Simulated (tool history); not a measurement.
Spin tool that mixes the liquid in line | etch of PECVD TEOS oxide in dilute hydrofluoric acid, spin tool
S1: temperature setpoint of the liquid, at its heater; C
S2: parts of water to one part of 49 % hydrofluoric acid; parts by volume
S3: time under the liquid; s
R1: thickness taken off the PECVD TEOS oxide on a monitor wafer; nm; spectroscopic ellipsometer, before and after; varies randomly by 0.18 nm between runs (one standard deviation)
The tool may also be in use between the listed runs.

run,day,S1,S2,S3,R1
1,0.000,25.0,260,270,10.9280
2,0.292,25.0,260,270,11.0480
3,0.662,25.0,260,270,11.0240
4,0.950,22.5,260,270,10.0020
5,1.283,22.5,260,290,10.8890
6,1.475,19.5,260,290,9.5957

Predict the results of run 7:
7,1.850,21.0,255,290,?

{"run 7": {"R1": 10.538}}
